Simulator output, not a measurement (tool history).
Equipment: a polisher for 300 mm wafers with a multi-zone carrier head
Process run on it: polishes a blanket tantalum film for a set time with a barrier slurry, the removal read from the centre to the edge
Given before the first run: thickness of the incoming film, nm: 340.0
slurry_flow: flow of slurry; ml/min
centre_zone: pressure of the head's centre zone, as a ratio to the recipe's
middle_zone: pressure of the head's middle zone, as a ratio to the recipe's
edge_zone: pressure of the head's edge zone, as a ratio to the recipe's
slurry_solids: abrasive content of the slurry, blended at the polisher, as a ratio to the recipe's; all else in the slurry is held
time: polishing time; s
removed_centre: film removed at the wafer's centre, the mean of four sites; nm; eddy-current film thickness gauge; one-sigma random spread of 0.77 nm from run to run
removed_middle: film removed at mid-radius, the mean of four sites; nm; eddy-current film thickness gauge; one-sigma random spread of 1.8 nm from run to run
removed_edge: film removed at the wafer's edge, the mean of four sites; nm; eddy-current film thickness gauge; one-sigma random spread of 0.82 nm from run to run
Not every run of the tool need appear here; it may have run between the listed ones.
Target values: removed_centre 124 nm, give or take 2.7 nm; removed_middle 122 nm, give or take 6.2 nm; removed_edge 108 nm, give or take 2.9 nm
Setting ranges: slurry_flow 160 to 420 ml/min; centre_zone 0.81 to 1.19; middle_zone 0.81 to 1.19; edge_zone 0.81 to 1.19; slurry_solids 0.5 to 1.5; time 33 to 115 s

run 1 hour=0 | slurry_flow=270 centre_zone=1 middle_zone=1 edge_zone=1 slurry_solids=1 time=73 | removed_centre=109.01 removed_middle=109.46 removed_edge=108.57
run 2 hour=1.6 | slurry_flow=300 centre_zone=1 middle_zone=1 edge_zone=1 slurry_solids=1 time=73 | removed_centre=109.01 removed_middle=108.9 removed_edge=110.42
run 3 hour=5.7 | slurry_flow=295 centre_zone=1.04 middle_zone=1.04 edge_zone=0.99 slurry_solids=1 time=73 | removed_centre=113.16 removed_middle=113.2 removed_edge=110.32
run 4 hour=11.8 | slurry_flow=240 centre_zone=1.04 middle_zone=1.04 edge_zone=0.99 slurry_solids=1 time=73 | removed_centre=109.51 removed_middle=108.71 removed_edge=107.97
run 5 hour=13.6 | slurry_flow=280 centre_zone=1.06 middle_zone=1.06 edge_zone=0.95 slurry_solids=1 time=73 | removed_centre=115.52 removed_middle=113.81 removed_edge=104.88
run 6 hour=17.6 | slurry_flow=300 centre_zone=1.07 middle_zone=1.07 edge_zone=0.95 slurry_solids=1 time=73 | removed_centre=116.61 removed_middle=117.46 removed_edge=106.85
run 7 hour=18.9 | slurry_flow=300 centre_zone=1.07 middle_zone=1.07 edge_zone=0.95 slurry_solids=1 time=73 | removed_centre=115.54 removed_middle=116.96 removed_edge=107.06
run 8 hour=22.5 | slurry_flow=315 centre_zone=1.09 middle_zone=1.07 edge_zone=0.94 slurry_solids=1 time=73 | removed_centre=120.05 removed_middle=115.87 removed_edge=105.3

4 next moves are on the table. One of them brings every result within its allowed miss. Which?
run A hour=26.1 | slurry_flow=350 centre_zone=1.08 middle_zone=1.1 edge_zone=0.97 slurry_solids=0.9 time=74 | removed_centre=? removed_middle=? removed_edge=?
run B hour=26.1 | slurry_flow=360 centre_zone=1.08 middle_zone=1.04 edge_zone=0.86 slurry_solids=0.9 time=78 | removed_centre=? removed_middle=? removed_edge=?
run C hour=26.1 | slurry_flow=330 centre_zone=1.07 middle_zone=1.13 edge_zone=0.85 slurry_solids=1.3 time=67 | removed_centre=? removed_middle=? removed_edge=?
run D hour=26.1 | slurry_flow=305 centre_zone=1.16 middle_zone=0.91 edge_zone=1 slurry_solids=1.05 time=75 | removed_centre=? removed_middle=? removed_edge=?

move=A removed_centre=117.81 removed_middle=121.42 removed_edge=106.98
move=B removed_centre=124.45 removed_middle=122.32 removed_edge=106.94
move=C removed_centre=115.52 removed_middle=123.06 removed_edge=99.756
move=D removed_centre=131.79 removed_middle=107.94 removed_edge=113.94
A: further off than the last run
B: every result lands within tolerance
C: further off than the last run
D: the result that was furthest off in the last run now lies on the other side of its target
Answer: B

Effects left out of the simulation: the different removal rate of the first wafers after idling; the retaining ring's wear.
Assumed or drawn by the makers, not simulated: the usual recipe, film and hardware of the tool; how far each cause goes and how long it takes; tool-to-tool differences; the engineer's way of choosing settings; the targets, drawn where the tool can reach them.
